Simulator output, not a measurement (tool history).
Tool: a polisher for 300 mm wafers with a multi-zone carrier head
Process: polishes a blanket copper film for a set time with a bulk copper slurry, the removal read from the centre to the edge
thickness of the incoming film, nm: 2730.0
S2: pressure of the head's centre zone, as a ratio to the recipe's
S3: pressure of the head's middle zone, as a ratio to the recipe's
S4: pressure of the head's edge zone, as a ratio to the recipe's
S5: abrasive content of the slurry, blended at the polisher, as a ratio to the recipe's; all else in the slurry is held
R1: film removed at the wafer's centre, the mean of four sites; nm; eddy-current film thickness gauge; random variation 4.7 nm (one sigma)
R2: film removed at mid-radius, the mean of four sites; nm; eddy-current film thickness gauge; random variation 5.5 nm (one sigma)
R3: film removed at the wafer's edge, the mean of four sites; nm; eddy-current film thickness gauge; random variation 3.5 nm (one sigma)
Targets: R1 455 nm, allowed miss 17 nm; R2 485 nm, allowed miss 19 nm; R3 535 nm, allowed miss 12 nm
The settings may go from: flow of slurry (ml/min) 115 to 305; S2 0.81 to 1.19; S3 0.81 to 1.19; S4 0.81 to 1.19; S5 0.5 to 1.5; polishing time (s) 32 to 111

run 1 day=0 | flow_of_slurry_(ml/min)=195 S2=1 S3=1 S4=1 S5=1 polishing_time_(s)=71 | R1=396.39 R2=373.5 R3=409.8
run 2 day=0.167 | flow_of_slurry_(ml/min)=195 S2=1 S3=1 S4=1 S5=0.8 polishing_time_(s)=71 | R1=366.44 R2=352.19 R3=380.69
run 3 day=0.4 | flow_of_slurry_(ml/min)=195 S2=0.93 S3=1 S4=1 S5=0.8 polishing_time_(s)=71 | R1=338.8 R2=352.2 R3=381.94
run 4 day=0.612 | flow_of_slurry_(ml/min)=205 S2=0.93 S3=1.02 S4=1.04 S5=0.95 polishing_time_(s)=71 | R1=361.01 R2=379.87 R3=409.29
run 5 day=0.808 | flow_of_slurry_(ml/min)=210 S2=0.93 S3=1.03 S4=1.07 S5=1.1 polishing_time_(s)=71 | R1=379.92 R2=408.07 R3=433.18
-- day=1.108 edge zone pressure recalibrated
run 6 day=1.108 | flow_of_slurry_(ml/min)=210 S2=0.93 S3=1.03 S4=1.07 S5=0.95 polishing_time_(s)=71 | R1=361.16 R2=392.29 R3=398.67
run 7 day=1.338 | flow_of_slurry_(ml/min)=215 S2=0.93 S3=1.04 S4=1.06 S5=1.1 polishing_time_(s)=72 | R1=379.4 R2=416.71 R3=422.68
run 8 day=1.392 | flow_of_slurry_(ml/min)=215 S2=0.93 S3=1.03 S4=1.08 S5=1.2 polishing_time_(s)=73 | R1=399.6 R2=427.07 R3=446.8
run 9 day=1.708 | flow_of_slurry_(ml/min)=260 S2=0.91 S3=1.06 S4=1.18 S5=1.45 polishing_time_(s)=75 | R1=435.5 R2=482.84 R3=506.71
run 10 day=1.8 | flow_of_slurry_(ml/min)=260 S2=0.91 S3=1.05 S4=1.18 S5=1.45 polishing_time_(s)=76 | R1=430.98 R2=484.52 R3=513.18
run 11 day=1.829 | flow_of_slurry_(ml/min)=260 S2=0.92 S3=1.04 S4=1.18 S5=1.45 polishing_time_(s)=76 | R1=441.91 R2=485.05 R3=518.06

5 next moves are on the table. One of them brings every result within its allowed miss. Which?
run A day=1.858 | flow_of_slurry_(ml/min)=225 S2=0.92 S3=1.05 S4=1.13 S5=1.4 polishing_time_(s)=78 | R1=? R2=? R3=?
run B day=1.858 | flow_of_slurry_(ml/min)=220 S2=1 S3=1.05 S4=1.13 S5=1.5 polishing_time_(s)=81 | R1=? R2=? R3=?
run C day=1.858 | flow_of_slurry_(ml/min)=225 S2=0.9 S3=0.99 S4=1.15 S5=1.4 polishing_time_(s)=82 | R1=? R2=? R3=?
run D day=1.858 | flow_of_slurry_(ml/min)=265 S2=1.02 S3=0.92 S4=1.19 S5=1.3 polishing_time_(s)=78 | R1=? R2=? R3=?
run E day=1.858 | flow_of_slurry_(ml/min)=230 S2=0.83 S3=0.93 S4=1.19 S5=1.5 polishing_time_(s)=79 | R1=? R2=? R3=?

move=A R1=443.54 R2=495.46 R3=501.63
move=B R1=506.68 R2=522.27 R3=529.39
move=C R1=456.35 R2=495.59 R3=532.56
move=D R1=490.64 R2=443.14 R3=513.76
move=E R1=415.51 R2=462.96 R3=533.59
A: further off than the last run
B: brings the result that was furthest off to its target, and leaves another outside
C: meets every target
D: further off than the last run
E: brings the result that was furthest off to its target, and leaves another outside
The right move is C.
